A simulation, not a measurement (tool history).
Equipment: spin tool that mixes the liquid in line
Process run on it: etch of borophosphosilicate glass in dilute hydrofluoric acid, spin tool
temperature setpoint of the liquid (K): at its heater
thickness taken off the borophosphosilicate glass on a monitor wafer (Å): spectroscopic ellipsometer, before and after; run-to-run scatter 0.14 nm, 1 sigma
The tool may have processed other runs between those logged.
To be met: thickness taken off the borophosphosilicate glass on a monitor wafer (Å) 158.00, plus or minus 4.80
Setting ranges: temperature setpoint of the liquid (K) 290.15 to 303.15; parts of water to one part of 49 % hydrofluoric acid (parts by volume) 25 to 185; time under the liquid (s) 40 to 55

run  hour  temperature setpoint of the liquid (K)  parts of water to one part of 49 % hydrofluoric acid (parts by volume)  time under the liquid (s)  thickness taken off the borophosphosilicate glass on a monitor wafer (Å)
  1   0.0                                  295.15                                                                     105                         55                                                                    230.76
  2   1.3                                  297.65                                                                     105                         55                                                                    251.80
  3   5.2                                  295.65                                                                     110                         55                                                                    218.51
  4   7.3                                  295.65                                                                     110                         55                                                                    220.09
  5  13.8                                  294.15                                                                     110                         55                                                                    204.08
  6  17.2                                  294.15                                                                     120                         55                                                                    186.90
  7  25.8                                  293.15                                                                     120                         55                                                                    179.59
  8  33.6                                  293.15                                                                     120                         55                                                                    181.19
  9  38.7                                  292.15                                                                     120                         55                                                                    173.35
 10  41.1                                  291.65                                                                     120                         55                                                                    171.96

Which one of the following 4 next-run settings gets every result inside its allowed miss? There is exactly one.
  A  43.5                                  292.65                                                                     100                         40                                                                         ?
  B  43.5                                  293.65                                                                     110                         40                                                                         ?
  C  43.5                                  292.15                                                                     105                         40                                                                         ?
  D  43.5                                  290.15                                                                      95                         40                                                                         ?

move  thickness taken off the borophosphosilicate glass on a monitor wafer (Å)
   A                                                                    157.26
   B                                                                    147.30
   C                                                                    145.91
   D                                                                    149.92
A: in spec on every target
B: takes the biggest miss from the last run beyond its target
C: takes the biggest miss from the last run beyond its target
D: takes the biggest miss from the last run beyond its target
The right move is A.

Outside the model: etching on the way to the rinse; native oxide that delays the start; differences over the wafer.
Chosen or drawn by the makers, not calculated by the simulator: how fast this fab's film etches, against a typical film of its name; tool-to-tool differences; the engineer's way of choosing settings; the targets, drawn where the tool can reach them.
